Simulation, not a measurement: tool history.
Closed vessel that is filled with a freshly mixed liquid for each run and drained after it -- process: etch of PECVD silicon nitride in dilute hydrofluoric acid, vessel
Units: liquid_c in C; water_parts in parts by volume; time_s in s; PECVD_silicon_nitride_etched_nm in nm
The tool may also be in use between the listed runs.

run  hour  liquid_c  water_parts  time_s  PECVD_silicon_nitride_etched_nm
  1   0.0      22.0           65     770                           16.233
  2   8.8      20.5           65     770                           14.761
  3  10.8      20.5           65     585                           11.178
  4  13.3      20.5           45     585                           16.153
  5  22.6      20.5           55     585                           13.103
  6  26.1      22.0           55     585                           14.621
  7  30.4      23.0           55     585                           15.520
  8  38.6      24.0           55     585                           16.552
  9  48.3      25.0           55     585                           17.861

For run 10, what comes out?
 10  50.0      25.5           55     585                                ?

{"run 10": {"PECVD_silicon_nitride_etched_nm": 18.311}}
